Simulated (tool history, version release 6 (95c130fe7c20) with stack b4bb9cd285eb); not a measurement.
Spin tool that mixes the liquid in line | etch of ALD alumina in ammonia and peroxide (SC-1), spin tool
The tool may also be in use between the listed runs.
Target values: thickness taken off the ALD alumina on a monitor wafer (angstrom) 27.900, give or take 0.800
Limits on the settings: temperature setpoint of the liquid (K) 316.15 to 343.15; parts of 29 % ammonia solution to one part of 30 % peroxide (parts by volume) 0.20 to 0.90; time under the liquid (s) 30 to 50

run,hour,temperature setpoint of the liquid (K),parts of 29 % ammonia solution to one part of 30 % peroxide (parts by volume),time under the liquid (s),thickness taken off the ALD alumina on a monitor wafer (angstrom)
1,0.0,332.15,0.50,50,47.350
2,6.9,335.65,0.50,50,57.035
3,15.8,333.15,0.50,50,49.655
4,21.0,331.15,0.50,50,44.765
5,26.8,329.65,0.50,50,41.744
6,27.6,328.15,0.50,50,38.240
7,36.2,327.15,0.50,50,36.426
8,41.5,326.15,0.50,50,34.789
9,42.9,325.15,0.50,50,32.628
10,43.5,324.65,0.50,50,31.278
11,45.6,324.15,0.50,50,30.725
12,46.9,323.65,0.50,50,29.725
13,53.8,323.15,0.50,50,29.051

Below are 4 possible settings for the next run. Only one of them brings all results inside the allowed miss of their targets. Which is it?
A,60.7,322.65,0.40,50,?
B,60.7,323.65,0.50,50,?
C,60.7,323.65,0.55,50,?
D,60.7,324.65,0.45,50,?

move,thickness taken off the ALD alumina on a monitor wafer (angstrom)
A,27.638
B,29.873
C,30.144
D,31.283
A: each result inside its tolerance
B: moves away from the targets compared with the last run
C: moves away from the targets compared with the last run
D: moves away from the targets compared with the last run
Move A is the one to make.

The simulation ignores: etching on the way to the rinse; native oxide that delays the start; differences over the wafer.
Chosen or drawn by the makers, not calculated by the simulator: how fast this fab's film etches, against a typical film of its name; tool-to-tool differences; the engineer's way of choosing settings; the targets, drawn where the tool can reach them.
